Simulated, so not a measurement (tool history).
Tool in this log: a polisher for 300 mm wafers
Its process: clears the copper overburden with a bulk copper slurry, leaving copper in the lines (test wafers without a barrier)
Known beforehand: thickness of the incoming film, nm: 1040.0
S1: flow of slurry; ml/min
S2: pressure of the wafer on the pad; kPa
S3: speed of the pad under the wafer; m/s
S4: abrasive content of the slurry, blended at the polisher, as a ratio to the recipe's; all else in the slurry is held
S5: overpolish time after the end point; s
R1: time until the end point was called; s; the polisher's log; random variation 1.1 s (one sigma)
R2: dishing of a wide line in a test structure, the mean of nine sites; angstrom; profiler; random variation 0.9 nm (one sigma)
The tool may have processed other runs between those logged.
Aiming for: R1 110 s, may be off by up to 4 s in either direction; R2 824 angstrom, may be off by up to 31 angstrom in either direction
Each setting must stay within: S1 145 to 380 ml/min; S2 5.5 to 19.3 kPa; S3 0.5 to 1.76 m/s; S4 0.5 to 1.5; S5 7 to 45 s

| run | hour | S1 | S2 | S3 | S4 | S5 | R1 | R2 |
|---|---|---|---|---|---|---|---|---|
| 1 | 0 | 245 | 12.4 | 1.12 | 1 | 23 | 133.4 | 871.86 |
| 2 | 1.4 | 245 | 12.4 | 1.12 | 1 | 22 | 133.36 | 841.62 |
| 3 | 4.9 | 245 | 12.4 | 1.12 | 1 | 21 | 132.63 | 807.06 |
| 4 | 8.8 | 250 | 13.8 | 1.14 | 1 | 19 | 117.96 | 845.41 |
| 5 | 10.6 | 250 | 13.8 | 1.14 | 1 | 27 | 119.2 | 1039.5 |
| 6 | 15.4 | 250 | 11.7 | 1.14 | 1 | 27 | 138.13 | 915.94 |
| 7 | 23.7 | 250 | 11.7 | 1.14 | 1 | 26 | 135.5 | 902.91 |
| 8 | 32 | 255 | 11.7 | 1.14 | 1 | 25 | 139.59 | 882.56 |
| 9 | 32.9 | 255 | 11.7 | 1.14 | 1 | 24 | 134.09 | 839.33 |
| 10 | 33.9 | 265 | 11.7 | 1.14 | 1 | 24 | 136.39 | 863.59 |
| 11 | 36.7 | 265 | 11.7 | 1.14 | 1 | 23 | 136.67 | 819.9 |

Consider the 4 candidate settings below. Which is the only one whose results all fall within their allowed miss of target?
| A | 39.5 | 200 | 13.1 | 1.44 | 1.05 | 15 | ? | ? |
| B | 39.5 | 275 | 11 | 0.86 | 0.95 | 31 | ? | ? |
| C | 39.5 | 275 | 11.7 | 1.14 | 1.15 | 22 | ? | ? |
| D | 39.5 | 235 | 14.5 | 1.1 | 1.25 | 17 | ? | ? |

| move | R1 | R2 |
|---|---|---|
| A | 100.12 | 820.21 |
| B | 191.95 | 830.93 |
| C | 130.2 | 862.45 |
| D | 109.62 | 851.74 |
A: pushes the last run's worst result past its target
B: misses by more than the last run did
C: moves toward the targets from the last run without getting all of them in spec
D: every result lands within tolerance
Go with D: it meets all targets.
